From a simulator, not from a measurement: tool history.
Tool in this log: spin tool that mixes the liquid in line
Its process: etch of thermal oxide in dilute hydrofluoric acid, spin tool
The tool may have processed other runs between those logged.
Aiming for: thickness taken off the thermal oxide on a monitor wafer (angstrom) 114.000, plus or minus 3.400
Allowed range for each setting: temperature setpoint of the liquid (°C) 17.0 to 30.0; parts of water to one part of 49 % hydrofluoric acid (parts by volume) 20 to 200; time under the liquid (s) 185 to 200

| run | hour | temperature setpoint of the liquid (°C) | parts of water to one part of 49 % hydrofluoric acid (parts by volume) | time under the liquid (s) | thickness taken off the thermal oxide on a monitor wafer (angstrom) |
|---|---|---|---|---|---|
| 1 | 0.0 | 22.0 | 110 | 185 | 69.960 |
| 2 | 4.3 | 22.0 | 110 | 200 | 75.895 |
| 3 | 6.5 | 24.0 | 105 | 200 | 86.294 |
| 4 | 15.5 | 24.0 | 125 | 200 | 71.268 |
| 5 | 18.4 | 25.5 | 125 | 200 | 74.875 |
| 6 | 27.2 | 26.5 | 120 | 200 | 80.681 |
| 7 | 31.1 | 27.5 | 115 | 200 | 89.116 |
| 8 | 35.0 | 28.0 | 110 | 200 | 94.918 |
| 9 | 42.1 | 28.5 | 105 | 200 | 103.470 |
| 10 | 47.6 | 29.0 | 105 | 200 | 103.850 |

Of the 4 settings listed for the next run, only one would bring every result within its allowed miss of target. Which one?
| A | 53.1 | 29.0 | 105 | 185 | ? |
| B | 53.1 | 27.5 | 105 | 190 | ? |
| C | 53.1 | 30.0 | 110 | 185 | ? |
| D | 53.1 | 29.5 | 100 | 200 | ? |

| move | thickness taken off the thermal oxide on a monitor wafer (angstrom) |
|---|---|
| A | 95.959 |
| B | 93.099 |
| C | 94.436 |
| D | 111.770 |
A: the biggest miss grows against the last run
B: the biggest miss grows against the last run
C: the biggest miss grows against the last run
D: hits every target within its allowed miss
The right move is D.

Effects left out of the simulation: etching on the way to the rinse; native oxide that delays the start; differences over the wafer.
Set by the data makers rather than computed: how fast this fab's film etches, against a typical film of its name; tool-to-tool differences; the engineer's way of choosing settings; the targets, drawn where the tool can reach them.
